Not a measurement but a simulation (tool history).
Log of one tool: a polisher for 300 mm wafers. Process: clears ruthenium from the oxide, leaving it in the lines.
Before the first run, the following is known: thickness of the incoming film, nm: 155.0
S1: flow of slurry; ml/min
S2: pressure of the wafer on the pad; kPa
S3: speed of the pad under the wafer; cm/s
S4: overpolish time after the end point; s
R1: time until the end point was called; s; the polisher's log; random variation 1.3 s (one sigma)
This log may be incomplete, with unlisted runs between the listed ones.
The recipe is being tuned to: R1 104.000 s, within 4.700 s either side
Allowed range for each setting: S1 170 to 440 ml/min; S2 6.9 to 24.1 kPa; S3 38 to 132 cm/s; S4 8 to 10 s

run 1 hour=0.0 | S1=280 S2=15.2 S3=84 S4=10 | R1=138.950
run 2 hour=2.1 | S1=280 S2=16.5 S3=84 S4=10 | R1=134.010
run 3 hour=2.9 | S1=280 S2=17.9 S3=84 S4=10 | R1=121.910
run 4 hour=7.1 | S1=280 S2=18.6 S3=84 S4=10 | R1=117.430
run 5 hour=14.5 | S1=280 S2=18.6 S3=84 S4=8 | R1=119.660
run 6 hour=17.4 | S1=280 S2=19.3 S3=84 S4=8 | R1=116.330
run 7 hour=21.1 | S1=280 S2=20.0 S3=84 S4=8 | R1=110.210
run 8 hour=25.1 | S1=280 S2=20.7 S3=84 S4=8 | R1=109.460

4 candidate next runs follow, results not yet known. Just one meets every target within its allowed miss. Identify it.
run A hour=29.1 | S1=290 S2=20.0 S3=78 S4=8 | R1=?
run B hour=29.1 | S1=175 S2=21.4 S3=104 S4=8 | R1=?
run C hour=29.1 | S1=290 S2=22.1 S3=84 S4=8 | R1=?
run D hour=29.1 | S1=285 S2=13.1 S3=110 S4=8 | R1=?

move=A R1=120.610
move=B R1=91.446
move=C R1=103.580
move=D R1=119.940
A: misses by more than the last run did
B: carries the result that was furthest off beyond its target, to the other side
C: all results land within tolerance of their targets
D: misses by more than the last run did
Answer: C
